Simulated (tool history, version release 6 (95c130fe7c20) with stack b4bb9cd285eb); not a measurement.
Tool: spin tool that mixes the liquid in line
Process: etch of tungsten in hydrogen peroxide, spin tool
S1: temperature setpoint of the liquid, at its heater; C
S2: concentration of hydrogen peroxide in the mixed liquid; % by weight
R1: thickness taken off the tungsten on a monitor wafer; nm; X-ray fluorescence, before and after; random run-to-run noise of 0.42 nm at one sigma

run 1 hour=0.0 | S1=55.0 S2=20.5 time_under_the_liquid_(s)=15 | R1=41.005
run 2 hour=8.4 | S1=56.0 S2=20.5 time_under_the_liquid_(s)=15 | R1=43.674
run 3 hour=15.6 | S1=56.0 S2=22.5 time_under_the_liquid_(s)=15 | R1=45.033
run 4 hour=23.8 | S1=49.0 S2=22.5 time_under_the_liquid_(s)=15 | R1=30.298
run 5 hour=30.3 | S1=49.0 S2=20.5 time_under_the_liquid_(s)=15 | R1=28.266
run 6 hour=32.6 | S1=49.0 S2=20.5 time_under_the_liquid_(s)=15 | R1=28.414
run 7 hour=33.2 | S1=51.5 S2=20.5 time_under_the_liquid_(s)=15 | R1=33.309
run 8 hour=39.6 | S1=53.5 S2=20.5 time_under_the_liquid_(s)=15 | R1=37.682
run 9 hour=47.3 | S1=55.0 S2=20.5 time_under_the_liquid_(s)=15 | R1=40.976

Forecast run 10:
run 10 hour=55.8 | S1=56.0 S2=20.5 time_under_the_liquid_(s)=15 | R1=?

{"run 10": {"R1": 43.588}}
